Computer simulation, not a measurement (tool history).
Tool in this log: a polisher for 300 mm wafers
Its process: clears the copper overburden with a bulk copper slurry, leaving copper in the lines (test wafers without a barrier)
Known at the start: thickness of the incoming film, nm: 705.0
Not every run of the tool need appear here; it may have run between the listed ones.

| run | hour | flow of slurry (ml/min) | pressure of the wafer on the pad (kPa) | speed of the pad under the wafer (m/s) | abrasive content of the slurry | overpolish time after the end point (s) | time until the end point was called (s) | dishing of a wide line in a test structure (nm) |
|---|---|---|---|---|---|---|---|---|
| 1 | 0.0 | 275 | 11.7 | 1.42 | 1.0 | 11 | 96.443 | 49.684 |
| 2 | 7.5 | 275 | 12.4 | 1.42 | 1.0 | 12 | 92.331 | 56.265 |
| 3 | 9.2 | 210 | 12.4 | 1.42 | 1.0 | 12 | 96.308 | 52.909 |
| 4 | 11.6 | 210 | 12.4 | 1.42 | 0.8 | 12 | 98.729 | 53.170 |
| 5 | 17.3 | 210 | 9.7 | 1.42 | 0.8 | 12 | 129.200 | 42.455 |
| 6 | 24.2 | 265 | 9.7 | 1.42 | 0.8 | 12 | 123.270 | 42.039 |
| 7 | 32.1 | 270 | 10.3 | 1.42 | 0.8 | 13 | 116.840 | 48.318 |
| 8 | 40.3 | 275 | 11.0 | 1.42 | 0.8 | 13 | 109.690 | 50.767 |

Estimate the outcome of run 9 from the log above:
| 9 | 47.7 | 280 | 11.7 | 1.42 | 0.8 | 13 | ? | ? |

{"run 9": {"time until the end point was called (s)": 102.11, "dishing of a wide line in a test structure (nm)": 53.917}}

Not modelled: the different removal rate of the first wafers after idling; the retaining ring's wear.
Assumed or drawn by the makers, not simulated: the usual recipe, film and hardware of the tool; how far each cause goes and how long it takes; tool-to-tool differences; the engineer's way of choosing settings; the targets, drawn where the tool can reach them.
